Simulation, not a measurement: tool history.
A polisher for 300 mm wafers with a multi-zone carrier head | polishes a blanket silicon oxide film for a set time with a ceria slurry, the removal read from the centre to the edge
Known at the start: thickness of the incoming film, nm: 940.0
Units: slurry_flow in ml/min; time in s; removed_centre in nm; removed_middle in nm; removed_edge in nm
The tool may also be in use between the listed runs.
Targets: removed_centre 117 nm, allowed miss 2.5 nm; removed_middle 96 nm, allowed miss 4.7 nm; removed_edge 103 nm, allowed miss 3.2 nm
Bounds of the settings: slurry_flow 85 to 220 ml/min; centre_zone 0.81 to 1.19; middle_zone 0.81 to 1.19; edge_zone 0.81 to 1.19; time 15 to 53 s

| run | day | slurry_flow | centre_zone | middle_zone | edge_zone | time | removed_centre | removed_middle | removed_edge |
|---|---|---|---|---|---|---|---|---|---|
| 1 | 0 | 140 | 1 | 1 | 1 | 34 | 100.07 | 98.996 | 101.02 |
| 2 | 0.204 | 140 | 1 | 1 | 1.06 | 34 | 101.58 | 101.8 | 104.11 |
| 3 | 0.542 | 150 | 1.02 | 0.98 | 1.04 | 34 | 105.7 | 100.74 | 105.22 |
| 4 | 0.879 | 150 | 1.02 | 0.98 | 1.04 | 26 | 80.629 | 76.496 | 80.3 |
| 5 | 0.996 | 160 | 1.05 | 0.98 | 1.07 | 27 | 87.103 | 80.724 | 84.495 |
| 6 | 1.062 | 160 | 1.05 | 0.98 | 1.02 | 27 | 86.955 | 79.267 | 83.024 |
| 7 | 1.417 | 170 | 1.07 | 0.98 | 1.05 | 28 | 93.415 | 83.901 | 88.012 |
| 8 | 1.462 | 180 | 1.09 | 0.98 | 1.07 | 28 | 96.433 | 84.555 | 88.821 |
| 9 | 1.504 | 185 | 1.1 | 0.98 | 1.09 | 29 | 101.58 | 89.444 | 93.499 |

Which of these 5 next moves meets every target?
| A | 1.546 | 185 | 1.19 | 1.16 | 1.1 | 32 | ? | ? | ? |
| B | 1.546 | 210 | 1.18 | 0.94 | 1.04 | 32 | ? | ? | ? |
| C | 1.546 | 220 | 1.18 | 1.08 | 1.04 | 32 | ? | ? | ? |
| D | 1.546 | 220 | 1.15 | 0.96 | 0.97 | 31 | ? | ? | ? |
| E | 1.546 | 220 | 1.12 | 0.95 | 1.07 | 32 | ? | ? | ? |

| move | removed_centre | removed_middle | removed_edge |
|---|---|---|---|
| A | 120.76 | 110.38 | 103.37 |
| B | 122.32 | 95.982 | 102.5 |
| C | 123.39 | 107.34 | 102.85 |
| D | 116.39 | 95.138 | 96.733 |
| E | 116.98 | 97.446 | 104.36 |
A: takes the result that was furthest off past its target
B: takes the result that was furthest off past its target
C: takes the result that was furthest off past its target
D: brings the result that was furthest off to its target, and leaves another outside
E: meets every target
Answer: E
